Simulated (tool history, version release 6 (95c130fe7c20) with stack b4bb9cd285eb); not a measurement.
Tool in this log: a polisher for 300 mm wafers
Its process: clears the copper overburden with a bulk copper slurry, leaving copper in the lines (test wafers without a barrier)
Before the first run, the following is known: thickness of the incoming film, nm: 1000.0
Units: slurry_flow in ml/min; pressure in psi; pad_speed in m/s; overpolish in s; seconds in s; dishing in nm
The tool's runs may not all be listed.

run    day  slurry_flow  pressure  pad_speed  slurry_solids  overpolish  seconds  dishing
  1      0          120       2.8       1.42              1          27   79.196   93.234
  2  0.242          130       2.8       1.42              1          27   77.602   89.673
  3  0.312          130       2.6       1.42              1          25   84.208   90.342
  4  0.646          130       2.6       1.42              1          20   82.611   83.682
  5   0.85          130       2.6       1.66              1          20   71.823   86.679
  6  1.225          130       2.6       1.66              1          26   72.164   92.522
  7  1.562          135       2.5       1.64              1          24    73.39    83.82

Run 8 comes next. What will it give?
  8  1.688          105       1.7       1.62              1          14        ?        ?

{"run 8": {"seconds": 114.5, "dishing": 58.462}}

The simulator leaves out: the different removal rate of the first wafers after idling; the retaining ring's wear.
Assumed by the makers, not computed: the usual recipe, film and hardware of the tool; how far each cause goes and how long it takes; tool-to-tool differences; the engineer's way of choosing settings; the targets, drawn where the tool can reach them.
